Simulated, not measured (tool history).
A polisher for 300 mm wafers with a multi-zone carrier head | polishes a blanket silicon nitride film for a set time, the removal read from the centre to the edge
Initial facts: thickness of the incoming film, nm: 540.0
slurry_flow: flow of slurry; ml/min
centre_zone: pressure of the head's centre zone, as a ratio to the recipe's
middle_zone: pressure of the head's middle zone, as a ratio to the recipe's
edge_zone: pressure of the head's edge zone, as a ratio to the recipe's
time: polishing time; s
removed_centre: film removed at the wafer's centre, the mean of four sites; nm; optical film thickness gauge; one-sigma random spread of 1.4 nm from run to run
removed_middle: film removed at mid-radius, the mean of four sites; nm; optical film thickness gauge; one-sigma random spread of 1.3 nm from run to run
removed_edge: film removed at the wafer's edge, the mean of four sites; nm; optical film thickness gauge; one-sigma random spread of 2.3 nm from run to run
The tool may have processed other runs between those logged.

{"run": 1, "hour": 0.0, "slurry_flow": 245, "centre_zone": 1.0, "middle_zone": 1.0, "edge_zone": 1.0, "time": 62, "removed_centre": 139.01, "removed_middle": 140.57, "removed_edge": 144.16}
{"run": 2, "hour": 3.5, "slurry_flow": 250, "centre_zone": 1.01, "middle_zone": 1.0, "edge_zone": 1.01, "time": 62, "removed_centre": 141.56, "removed_middle": 139.31, "removed_edge": 144.07}
{"run": 3, "hour": 4.0, "slurry_flow": 250, "centre_zone": 1.01, "middle_zone": 1.0, "edge_zone": 1.09, "time": 62, "removed_centre": 142.32, "removed_middle": 139.52, "removed_edge": 147.44}
{"run": 4, "hour": 8.9, "slurry_flow": 300, "centre_zone": 1.01, "middle_zone": 1.0, "edge_zone": 1.09, "time": 62, "removed_centre": 143.47, "removed_middle": 139.77, "removed_edge": 145.8}
{"run": 5, "hour": 16.4, "slurry_flow": 300, "centre_zone": 1.02, "middle_zone": 1.0, "edge_zone": 1.09, "time": 62, "removed_centre": 146.07, "removed_middle": 138.76, "removed_edge": 148.12}
{"run": 6, "hour": 22.2, "slurry_flow": 295, "centre_zone": 1.04, "middle_zone": 1.01, "edge_zone": 1.11, "time": 64, "removed_centre": 154.73, "removed_middle": 146.3, "removed_edge": 154.24}
{"run": 7, "hour": 28.3, "slurry_flow": 295, "centre_zone": 1.05, "middle_zone": 1.0, "edge_zone": 1.12, "time": 64, "removed_centre": 153.76, "removed_middle": 146.42, "removed_edge": 151.67}

The next listed run, before its measurement:
{"run": 8, "hour": 34.0, "slurry_flow": 295, "centre_zone": 1.05, "middle_zone": 0.99, "edge_zone": 1.12, "time": 64, "removed_centre": "?", "removed_middle": "?", "removed_edge": "?"}

{"run 8": {"removed_centre": 153.08, "removed_middle": 143.17, "removed_edge": 155.6}}
